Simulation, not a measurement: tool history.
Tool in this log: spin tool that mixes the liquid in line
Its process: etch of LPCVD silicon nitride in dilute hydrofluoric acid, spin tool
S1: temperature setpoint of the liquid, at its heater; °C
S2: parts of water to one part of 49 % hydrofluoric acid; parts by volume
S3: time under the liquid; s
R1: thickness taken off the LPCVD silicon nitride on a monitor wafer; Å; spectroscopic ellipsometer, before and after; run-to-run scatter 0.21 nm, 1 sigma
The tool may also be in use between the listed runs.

run  hour    S1  S2   S3      R1
  1   0.0  24.0  50  265  24.194
  2   8.4  26.5  40  270  35.745
  3  14.8  26.5  40  265  36.207
  4  21.7  26.5  25  265  57.235
  5  22.4  28.0  25  265  64.013
  6  27.2  28.0  25  265  61.611
  7  35.2  29.0  25  270  66.186
     39.2  -- hydrofluoric acid flow meter replaced
  8  39.2  30.0  25  275  77.701
  9  47.6  30.5  25  275  81.309

What will run 10 give?
 10  52.1  31.0  25  275   ?

R1: 81.326 Å
